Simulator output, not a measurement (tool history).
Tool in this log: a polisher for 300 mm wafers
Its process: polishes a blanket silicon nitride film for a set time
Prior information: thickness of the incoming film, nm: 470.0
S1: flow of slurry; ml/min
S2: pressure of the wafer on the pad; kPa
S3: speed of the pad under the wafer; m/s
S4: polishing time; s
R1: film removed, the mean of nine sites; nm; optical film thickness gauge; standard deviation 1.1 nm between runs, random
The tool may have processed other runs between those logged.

Run 1, day 0.000: S1 240 ml/min, S2 23.4 kPa, S3 1.18 m/s, S4 77 s. Result: R1 128.04 nm.
Run 2, day 0.258: S1 240 ml/min, S2 27.6 kPa, S3 1.18 m/s, S4 77 s. Result: R1 146.09 nm.
Run 3, day 0.400: S1 240 ml/min, S2 22.1 kPa, S3 1.18 m/s, S4 77 s. Result: R1 123.57 nm.
Run 4, day 0.679: S1 240 ml/min, S2 20.0 kPa, S3 1.18 m/s, S4 77 s. Result: R1 113.74 nm.
Run 5, day 0.825: S1 240 ml/min, S2 20.0 kPa, S3 1.46 m/s, S4 77 s. Result: R1 132.40 nm.
Run 6, day 1.100: S1 240 ml/min, S2 24.8 kPa, S3 1.46 m/s, S4 77 s. Result: R1 158.48 nm.
Run 7, day 1.367: S1 240 ml/min, S2 21.4 kPa, S3 1.44 m/s, S4 77 s. Result: R1 140.22 nm.

The next listed run, before its measurement:
Run 8, day 1.733: S1 240 ml/min, S2 18.6 kPa, S3 1.42 m/s, S4 77 s. Result: R1 ?.

{"run 8": {"R1": 123.06}}
